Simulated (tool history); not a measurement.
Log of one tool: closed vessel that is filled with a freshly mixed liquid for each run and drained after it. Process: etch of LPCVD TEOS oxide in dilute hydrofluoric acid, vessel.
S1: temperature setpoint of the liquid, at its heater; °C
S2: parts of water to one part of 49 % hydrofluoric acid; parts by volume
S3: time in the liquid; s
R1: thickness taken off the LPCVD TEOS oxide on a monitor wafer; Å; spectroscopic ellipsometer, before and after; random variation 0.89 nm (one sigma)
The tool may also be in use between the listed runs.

run 1 hour=0 | S1=21 S2=100 S3=105 | R1=429.71
run 2 hour=5.1 | S1=21 S2=100 S3=110 | R1=444.74
run 3 hour=8.4 | S1=22 S2=95 S3=110 | R1=491.65
run 4 hour=14.8 | S1=23 S2=90 S3=110 | R1=539.2
run 5 hour=17.5 | S1=23 S2=125 S3=110 | R1=377.05
run 6 hour=22.1 | S1=23 S2=95 S3=110 | R1=511.8
run 7 hour=27 | S1=23.5 S2=90 S3=110 | R1=556.29
run 8 hour=29.7 | S1=24 S2=85 S3=110 | R1=610.19
run 9 hour=32.4 | S1=24.5 S2=80 S3=110 | R1=649.6
run 10 hour=35.7 | S1=25 S2=75 S3=110 | R1=716.21
run 11 hour=41.1 | S1=25.5 S2=70 S3=110 | R1=791.05
run 12 hour=42.8 | S1=26 S2=70 S3=110 | R1=808.71

Forecast run 13:
run 13 hour=45.4 | S1=26.5 S2=70 S3=110 | R1=?

R1: 824.31 Å

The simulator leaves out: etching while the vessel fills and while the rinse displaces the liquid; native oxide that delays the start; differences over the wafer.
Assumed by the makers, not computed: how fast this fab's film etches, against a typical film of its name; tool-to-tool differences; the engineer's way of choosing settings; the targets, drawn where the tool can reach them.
